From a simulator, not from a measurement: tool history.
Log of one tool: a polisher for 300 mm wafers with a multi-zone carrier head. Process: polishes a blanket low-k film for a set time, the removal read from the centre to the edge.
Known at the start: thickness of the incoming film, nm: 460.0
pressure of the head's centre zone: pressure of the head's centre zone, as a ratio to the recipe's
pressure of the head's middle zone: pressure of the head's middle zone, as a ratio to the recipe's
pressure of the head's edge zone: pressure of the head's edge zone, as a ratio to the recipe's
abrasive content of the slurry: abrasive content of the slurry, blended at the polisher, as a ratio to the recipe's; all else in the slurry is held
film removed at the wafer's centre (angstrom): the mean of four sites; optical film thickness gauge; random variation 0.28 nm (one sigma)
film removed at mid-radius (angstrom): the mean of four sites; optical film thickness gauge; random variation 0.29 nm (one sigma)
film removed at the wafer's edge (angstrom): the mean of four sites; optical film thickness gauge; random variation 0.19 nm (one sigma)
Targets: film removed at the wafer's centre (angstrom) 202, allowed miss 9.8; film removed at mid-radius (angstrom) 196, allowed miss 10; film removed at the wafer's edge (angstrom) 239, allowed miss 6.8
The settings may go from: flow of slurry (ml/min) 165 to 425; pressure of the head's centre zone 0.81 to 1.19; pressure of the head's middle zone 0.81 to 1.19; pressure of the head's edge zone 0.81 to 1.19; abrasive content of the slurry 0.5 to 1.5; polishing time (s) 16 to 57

run  hour  flow of slurry (ml/min)  pressure of the head's centre zone  pressure of the head's middle zone  pressure of the head's edge zone  abrasive content of the slurry  polishing time (s)  film removed at the wafer's centre (angstrom)  film removed at mid-radius (angstrom)  film removed at the wafer's edge (angstrom)
  1     0                      275                                   1                                   1                                 1                               1                  36                                         188.41                                 187.64                                        198.9
  2   7.2                      275                                0.92                                   1                                 1                               1                  36                                         178.56                                 195.01                                       202.34
  3  10.8                      310                                0.92                                   1                                 1                               1                  36                                         179.19                                 192.17                                        200.5
  4  15.8                      310                                0.92                                0.92                                 1                               1                  36                                          179.5                                 179.33                                       200.97
  5  18.8                      310                                0.92                                0.92                              1.01                            1.05                  36                                         183.04                                 190.88                                       205.92
  6  21.1                      305                                0.93                                0.91                              1.03                            1.05                  36                                         182.78                                 183.79                                       209.08
  7    28                      305                                0.94                                0.91                              1.04                            1.05                  36                                         187.63                                 190.52                                       209.24
  8  34.6                      290                                0.94                                 0.9                              1.04                            1.05                  36                                         187.48                                 179.42                                       209.25
  9  41.5                      290                                0.94                                 0.9                              1.04                            1.05                  36                                         186.73                                 179.53                                       207.32
 10  48.1                      290                                0.94                                 0.9                              1.05                            1.05                  36                                          190.1                                 182.34                                       209.67
 11  49.4                      290                                0.93                                0.89                              1.06                            1.05                  36                                         178.64                                  180.9                                       208.56
 12    55                      290                                0.93                                0.88                              1.07                            1.05                  36                                          184.6                                 179.09                                        212.7
 13  61.9                      290                                0.93                                0.88                              1.08                            1.05                  36                                         188.13                                 173.97                                       210.42
 14  65.4                      290                                0.92                                0.88                              1.09                             1.1                  36                                         187.59                                 183.24                                       221.17

Which of these 5 next moves meets every target?
  A  68.9                      240                                0.91                                0.86                              1.06                            1.05                  41                                              ?                                      ?                                            ?
  B  68.9                      190                                0.83                                0.81                              1.19                            1.25                  37                                              ?                                      ?                                            ?
  C  68.9                      345                                0.87                                0.82                              1.12                            1.05                  41                                              ?                                      ?                                            ?
  D  68.9                      330                                0.81                                0.91                               1.1                             1.2                  38                                              ?                                      ?                                            ?
  E  68.9                      280                                0.99                                0.87                              1.11                             1.1                  39                                              ?                                      ?                                            ?

move  film removed at the wafer's centre (angstrom)  film removed at mid-radius (angstrom)  film removed at the wafer's edge (angstrom)
   A                                         203.95                                  193.8                                       234.24
   B                                         175.78                                 175.39                                       238.56
   C                                         203.73                                 194.03                                        248.4
   D                                          187.5                                 209.15                                       243.35
   E                                         221.23                                 194.41                                       237.18
A: meets every target
B: brings the result that was furthest off to its target, and leaves another outside
C: takes the result that was furthest off past its target
D: brings the result that was furthest off to its target, and leaves another outside
E: brings the result that was furthest off to its target, and leaves another outside
Answer: A

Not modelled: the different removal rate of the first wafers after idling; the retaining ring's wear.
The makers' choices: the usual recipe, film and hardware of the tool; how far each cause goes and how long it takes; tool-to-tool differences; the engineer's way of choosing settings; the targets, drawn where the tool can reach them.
